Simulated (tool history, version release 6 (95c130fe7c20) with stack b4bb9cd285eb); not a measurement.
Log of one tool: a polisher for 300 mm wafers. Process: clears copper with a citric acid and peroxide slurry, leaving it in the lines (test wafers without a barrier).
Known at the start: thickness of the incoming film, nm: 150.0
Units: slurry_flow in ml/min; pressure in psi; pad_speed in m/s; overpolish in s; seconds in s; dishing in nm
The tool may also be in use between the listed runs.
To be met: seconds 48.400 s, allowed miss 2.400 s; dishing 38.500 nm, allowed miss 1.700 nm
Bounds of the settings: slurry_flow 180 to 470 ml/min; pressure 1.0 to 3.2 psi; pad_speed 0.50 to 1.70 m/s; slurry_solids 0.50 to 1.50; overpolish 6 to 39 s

run 1 hour=0.0 | slurry_flow=300 pressure=2.1 pad_speed=1.10 slurry_solids=1.00 overpolish=20 | seconds=78.631 dishing=29.230
run 2 hour=8.7 | slurry_flow=300 pressure=2.3 pad_speed=1.10 slurry_solids=1.00 overpolish=19 | seconds=74.559 dishing=28.696
run 3 hour=16.5 | slurry_flow=255 pressure=2.3 pad_speed=1.10 slurry_solids=1.00 overpolish=19 | seconds=75.377 dishing=27.904
run 4 hour=22.5 | slurry_flow=255 pressure=2.0 pad_speed=1.10 slurry_solids=1.00 overpolish=19 | seconds=84.234 dishing=26.879
run 5 hour=27.3 | slurry_flow=255 pressure=2.2 pad_speed=1.12 slurry_solids=1.00 overpolish=19 | seconds=76.115 dishing=28.171
run 6 hour=32.5 | slurry_flow=330 pressure=2.2 pad_speed=1.12 slurry_solids=1.00 overpolish=19 | seconds=74.148 dishing=29.062
run 7 hour=39.3 | slurry_flow=330 pressure=2.4 pad_speed=1.12 slurry_solids=1.00 overpolish=19 | seconds=72.118 dishing=30.093
run 8 hour=46.0 | slurry_flow=330 pressure=2.5 pad_speed=1.16 slurry_solids=1.00 overpolish=19 | seconds=65.232 dishing=31.305
run 9 hour=50.1 | slurry_flow=330 pressure=2.6 pad_speed=1.18 slurry_solids=1.00 overpolish=19 | seconds=64.992 dishing=32.349
run 10 hour=58.4 | slurry_flow=330 pressure=2.7 pad_speed=1.22 slurry_solids=1.00 overpolish=19 | seconds=61.050 dishing=34.646
run 11 hour=64.0 | slurry_flow=330 pressure=2.8 pad_speed=1.24 slurry_solids=1.00 overpolish=19 | seconds=59.136 dishing=35.072
run 12 hour=65.4 | slurry_flow=330 pressure=2.9 pad_speed=1.26 slurry_solids=1.00 overpolish=19 | seconds=56.857 dishing=36.048
run 13 hour=73.0 | slurry_flow=330 pressure=3.2 pad_speed=1.32 slurry_solids=1.00 overpolish=17 | seconds=50.704 dishing=35.928

5 next moves are on the table. One of them brings every result within its allowed miss. Which?
run A hour=80.6 | slurry_flow=350 pressure=3.0 pad_speed=1.34 slurry_solids=0.95 overpolish=24 | seconds=? dishing=?
run B hour=80.6 | slurry_flow=315 pressure=3.2 pad_speed=1.62 slurry_solids=0.95 overpolish=19 | seconds=? dishing=?
run C hour=80.6 | slurry_flow=330 pressure=3.2 pad_speed=1.64 slurry_solids=0.90 overpolish=20 | seconds=? dishing=?
run D hour=80.6 | slurry_flow=275 pressure=3.2 pad_speed=1.70 slurry_solids=0.70 overpolish=16 | seconds=? dishing=?
run E hour=80.6 | slurry_flow=315 pressure=3.2 pad_speed=1.38 slurry_solids=1.00 overpolish=18 | seconds=? dishing=?

move=A seconds=52.760 dishing=45.000
move=B seconds=42.972 dishing=44.263
move=C seconds=42.789 dishing=45.874
move=D seconds=44.324 dishing=38.540
move=E seconds=49.111 dishing=38.990
A: takes the result that was furthest off past its target
B: takes the result that was furthest off past its target
C: takes the result that was furthest off past its target
D: brings the result that was furthest off to its target, and leaves another outside
E: meets every target
Move E is the one to make.
